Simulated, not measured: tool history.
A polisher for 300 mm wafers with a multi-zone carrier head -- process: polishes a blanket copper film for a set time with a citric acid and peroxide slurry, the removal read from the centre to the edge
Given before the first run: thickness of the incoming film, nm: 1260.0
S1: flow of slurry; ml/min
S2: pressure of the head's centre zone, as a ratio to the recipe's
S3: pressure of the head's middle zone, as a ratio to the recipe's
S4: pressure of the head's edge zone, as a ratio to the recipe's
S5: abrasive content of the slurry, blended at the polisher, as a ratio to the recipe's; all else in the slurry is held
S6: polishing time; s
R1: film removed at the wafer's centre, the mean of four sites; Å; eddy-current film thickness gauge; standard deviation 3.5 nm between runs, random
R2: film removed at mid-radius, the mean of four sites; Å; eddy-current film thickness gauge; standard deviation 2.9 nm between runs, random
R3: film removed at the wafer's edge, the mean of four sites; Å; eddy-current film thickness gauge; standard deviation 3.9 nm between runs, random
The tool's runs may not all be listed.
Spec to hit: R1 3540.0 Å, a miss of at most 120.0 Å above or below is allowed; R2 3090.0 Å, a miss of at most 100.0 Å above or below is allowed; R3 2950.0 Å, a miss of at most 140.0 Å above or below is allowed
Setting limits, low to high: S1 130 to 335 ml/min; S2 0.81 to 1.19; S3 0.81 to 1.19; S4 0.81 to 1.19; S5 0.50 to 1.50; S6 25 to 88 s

run  hour   S1    S2    S3    S4    S5  S6      R1      R2      R3
  1   0.0  215  1.00  1.00  1.00  1.00  56  2222.9  2059.4  2089.2
  2   1.4  215  1.00  1.07  1.00  1.00  56  2262.6  2130.1  2123.7
  3   4.5  230  1.03  1.11  1.00  1.15  59  2508.7  2437.5  2271.6
  4  10.9  230  1.03  1.11  1.07  1.15  59  2475.5  2398.3  2326.6
     17.1  -- centre zone pressure recalibrated
  5  17.1  230  1.03  1.06  1.07  1.15  59  2320.8  2338.1  2296.9
  6  22.9  230  1.03  1.06  1.07  1.15  72  2801.9  2796.9  2847.0
  7  27.8  235  1.08  1.08  1.06  1.15  73  2971.5  2890.5  2866.9
  8  36.1  230  1.11  1.08  1.03  1.15  75  3188.3  2938.0  2908.8
  9  41.5  235  1.13  1.09  1.02  1.15  75  3294.8  3016.5  2918.0
 10  42.8  240  1.15  1.09  1.02  1.15  75  3286.0  3032.9  2880.1
 11  48.9  230  1.16  1.08  1.01  1.20  76  3366.6  3020.7  2940.1
 12  54.8  235  1.17  1.08  1.00  1.20  76  3397.0  3018.3  2898.6

Exactly one of the 4 candidate moves below puts every result within its allowed miss. Which one?
  A  60.7  200  1.19  1.10  0.94  1.20  71   ?   ?   ?
  B  60.7  255  1.19  1.08  0.89  1.10  72   ?   ?   ?
  C  60.7  270  1.16  1.04  0.93  1.20  78   ?   ?   ?
  D  60.7  295  1.19  1.08  0.91  0.90  72   ?   ?   ?

move      R1      R2      R3
   A  3123.7  2808.1  2577.8
   B  3245.5  2862.0  2580.7
   C  3498.8  3064.5  2908.4
   D  3208.1  2824.2  2562.6
A: misses by more than the last run did
B: misses by more than the last run did
C: in spec on every target
D: misses by more than the last run did
The move that meets every target is C.
